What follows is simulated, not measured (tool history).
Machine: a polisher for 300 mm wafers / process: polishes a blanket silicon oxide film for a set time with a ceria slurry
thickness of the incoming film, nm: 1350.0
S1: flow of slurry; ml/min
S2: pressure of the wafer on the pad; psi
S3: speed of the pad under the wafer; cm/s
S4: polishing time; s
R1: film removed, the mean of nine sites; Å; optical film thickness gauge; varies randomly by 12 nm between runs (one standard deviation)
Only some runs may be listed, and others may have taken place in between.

| run | hour | S1 | S2 | S3 | S4 | R1 |
|---|---|---|---|---|---|---|
| 1 | 0.0 | 305 | 4.0 | 142 | 79 | 5460.9 |
| 2 | 7.4 | 305 | 4.0 | 142 | 79 | 5387.6 |
| 3 | 11.0 | 305 | 4.0 | 126 | 79 | 4887.8 |
| 4 | 14.9 | 305 | 4.4 | 128 | 79 | 5241.4 |
| 5 | 17.9 | 305 | 4.4 | 160 | 79 | 6654.9 |
| 6 | 21.5 | 250 | 4.4 | 160 | 79 | 6503.4 |
| 7 | 29.9 | 250 | 4.6 | 160 | 79 | 6657.2 |
| 8 | 35.7 | 255 | 4.8 | 160 | 79 | 6941.0 |
| 9 | 42.8 | 255 | 5.0 | 160 | 79 | 7361.9 |
| 10 | 48.2 | 255 | 5.1 | 160 | 79 | 7367.6 |
| 11 | 49.7 | 255 | 5.2 | 160 | 79 | 7527.1 |

What will run 12 give?
| 12 | 55.2 | 255 | 5.3 | 160 | 79 | ? |

R1: 7478.2 Å
